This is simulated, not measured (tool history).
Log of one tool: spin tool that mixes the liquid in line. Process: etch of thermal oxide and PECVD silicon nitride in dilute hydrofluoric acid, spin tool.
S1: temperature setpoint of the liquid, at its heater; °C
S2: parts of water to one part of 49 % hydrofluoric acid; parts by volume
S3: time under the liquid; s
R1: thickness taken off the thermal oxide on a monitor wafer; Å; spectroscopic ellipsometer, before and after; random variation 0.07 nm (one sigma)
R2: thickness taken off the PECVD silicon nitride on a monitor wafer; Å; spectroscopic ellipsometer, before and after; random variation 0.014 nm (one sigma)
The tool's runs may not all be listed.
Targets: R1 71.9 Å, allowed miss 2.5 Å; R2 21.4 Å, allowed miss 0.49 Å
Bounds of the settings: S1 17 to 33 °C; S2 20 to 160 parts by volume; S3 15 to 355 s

run 1 day=0 | S1=25 S2=90 S3=180 | R1=121.35 R2=36.191
run 2 day=0.067 | S1=24.5 S2=95 S3=180 | R1=112.66 R2=33.26
run 3 day=0.154 | S1=24.5 S2=75 S3=180 | R1=143.99 R2=41.629
run 4 day=0.217 | S1=26.5 S2=75 S3=180 | R1=157.72 R2=47.789
run 5 day=0.258 | S1=26 S2=85 S3=180 | R1=135.93 R2=40.779
run 6 day=0.462 | S1=29 S2=85 S3=180 | R1=150.38 R2=49.713
run 7 day=0.512 | S1=28 S2=90 S3=180 | R1=135.74 R2=43.964
run 8 day=0.542 | S1=28 S2=90 S3=180 | R1=133.15 R2=43.608
run 9 day=0.867 | S1=27 S2=95 S3=180 | R1=124.65 R2=38.798
run 10 day=1.012 | S1=26.5 S2=100 S3=180 | R1=115.17 R2=35.811
run 11 day=1.354 | S1=26 S2=105 S3=180 | R1=107.33 R2=33.028

Which of these 5 next moves meets every target?
run A day=1.696 | S1=25.5 S2=120 S3=145 | R1=? R2=?
run B day=1.696 | S1=23.5 S2=120 S3=155 | R1=? R2=?
run C day=1.696 | S1=24.5 S2=140 S3=180 | R1=? R2=?
run D day=1.696 | S1=21.5 S2=105 S3=145 | R1=? R2=?
run E day=1.696 | S1=27.5 S2=105 S3=140 | R1=? R2=?

move=A R1=71.085 R2=22.637
move=B R1=70.306 R2=21.246
move=C R1=71.059 R2=22.608
move=D R1=70.634 R2=19.846
move=E R1=86.331 R2=28.386
A: nearer than the last run, and not there yet
B: meets every target
C: nearer than the last run, and not there yet
D: takes the result that was furthest off past its target
E: nearer than the last run, and not there yet
The right move is B.

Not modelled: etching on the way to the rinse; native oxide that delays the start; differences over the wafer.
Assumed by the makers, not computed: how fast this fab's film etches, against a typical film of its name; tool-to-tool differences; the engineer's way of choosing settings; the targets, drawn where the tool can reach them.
